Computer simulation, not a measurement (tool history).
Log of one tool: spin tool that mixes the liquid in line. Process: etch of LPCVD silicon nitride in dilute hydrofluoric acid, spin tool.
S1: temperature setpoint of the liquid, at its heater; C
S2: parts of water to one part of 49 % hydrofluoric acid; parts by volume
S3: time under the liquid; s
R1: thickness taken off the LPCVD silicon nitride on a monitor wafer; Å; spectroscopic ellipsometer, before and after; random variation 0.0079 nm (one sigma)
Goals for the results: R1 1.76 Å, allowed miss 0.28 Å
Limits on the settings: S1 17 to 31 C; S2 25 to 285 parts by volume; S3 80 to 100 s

run 1 hour=0 | S1=23 S2=155 S3=100 | R1=2.7496
run 2 hour=7 | S1=23 S2=130 S3=100 | R1=3.5393
run 3 hour=12 | S1=22.5 S2=150 S3=95 | R1=2.7226
run 4 hour=16.7 | S1=21.5 S2=160 S3=95 | R1=2.6445
run 5 hour=18.7 | S1=21.5 S2=175 S3=90 | R1=1.9198
run 6 hour=26.8 | S1=21.5 S2=175 S3=100 | R1=2.2856
run 7 hour=32.1 | S1=21.5 S2=185 S3=100 | R1=2.2211
run 8 hour=38.2 | S1=21.5 S2=195 S3=100 | R1=2.0482

Below are 5 possible settings for the next run. Only one of them brings all results inside the allowed miss of their targets. Which is it?
run A hour=44.3 | S1=19 S2=140 S3=100 | R1=?
run B hour=44.3 | S1=24 S2=235 S3=85 | R1=?
run C hour=44.3 | S1=24 S2=185 S3=100 | R1=?
run D hour=44.3 | S1=24 S2=165 S3=80 | R1=?
run E hour=44.3 | S1=20 S2=150 S3=100 | R1=?

move=A R1=2.5478
move=B R1=1.8058
move=C R1=2.6923
move=D R1=2.4121
move=E R1=2.5481
A: moves away from the targets compared with the last run
B: meets every target
C: moves away from the targets compared with the last run
D: moves away from the targets compared with the last run
E: moves away from the targets compared with the last run
Answer: B
